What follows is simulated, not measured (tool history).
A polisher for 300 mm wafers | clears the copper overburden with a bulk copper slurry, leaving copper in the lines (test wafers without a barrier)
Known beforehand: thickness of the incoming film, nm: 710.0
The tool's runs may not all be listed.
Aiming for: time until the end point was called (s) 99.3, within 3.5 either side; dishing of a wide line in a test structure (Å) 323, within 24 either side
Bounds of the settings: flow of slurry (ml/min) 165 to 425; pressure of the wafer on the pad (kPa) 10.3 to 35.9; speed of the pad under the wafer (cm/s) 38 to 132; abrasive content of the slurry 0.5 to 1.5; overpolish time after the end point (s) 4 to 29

run	hour	flow of slurry (ml/min)	pressure of the wafer on the pad (kPa)	speed of the pad under the wafer (cm/s)	abrasive content of the slurry	overpolish time after the end point (s)	time until the end point was called (s)	dishing of a wide line in a test structure (Å)
1	0	275	22.8	84	1	15	77.186	813.44
2	8.9	315	22.8	84	1	15	76.639	818.5
3	12.9	285	22.8	84	1	15	77.626	800.13
4	21.6	270	22.1	86	1	14	79.479	762.94
5	26.1	290	21.4	86	1	13	80.491	715.31
6	33.4	290	21.4	86	1	16	81.158	799.86
7	38.2	300	20	88	1	15	83.114	788.95
8	42.1	285	20.7	84	1.05	14	84.438	726.13
9	51	270	20.7	82	1.1	13	84.484	670.53
10	53.8	255	20	82	1.15	12	87.48	640.86
11	56	245	20	80	1.2	11	90.441	596.57
12	59.9	245	20	80	1.2	11	89.963	573.53
13	65	235	20	80	1.25	10	89.487	546.11
14	67.2	225	20	80	1.3	9	89.536	517.73
15	76.2	220	20	80	1.3	8	89.091	444.53
16	77.7	220	20	80	1.3	8	90.695	463.66
17	83.3	215	20	80	1.3	8	88.895	456.94
18	87.1	215	20	80	1.3	8	89.33	450.99

Exactly one of the 5 candidate moves below puts every result within its allowed miss. Which one?
A	90.9	245	17.2	80	1	8	?	?
B	90.9	170	31	54	1.1	7	?	?
C	90.9	225	20	70	1.35	8	?	?
D	90.9	190	16.5	88	1.3	6	?	?
E	90.9	235	19.3	76	1.2	13	?	?

move	time until the end point was called (s)	dishing of a wide line in a test structure (Å)
A	108.66	368.37
B	91.947	389.12
C	100.15	397.73
D	99.465	309.82
E	98.129	593.57
A: moves toward the targets from the last run without getting all of them in spec
B: moves toward the targets from the last run without getting all of them in spec
C: moves toward the targets from the last run without getting all of them in spec
D: every result within its allowed miss
E: its largest miss is bigger than the last run's
Go with D: it meets all targets.
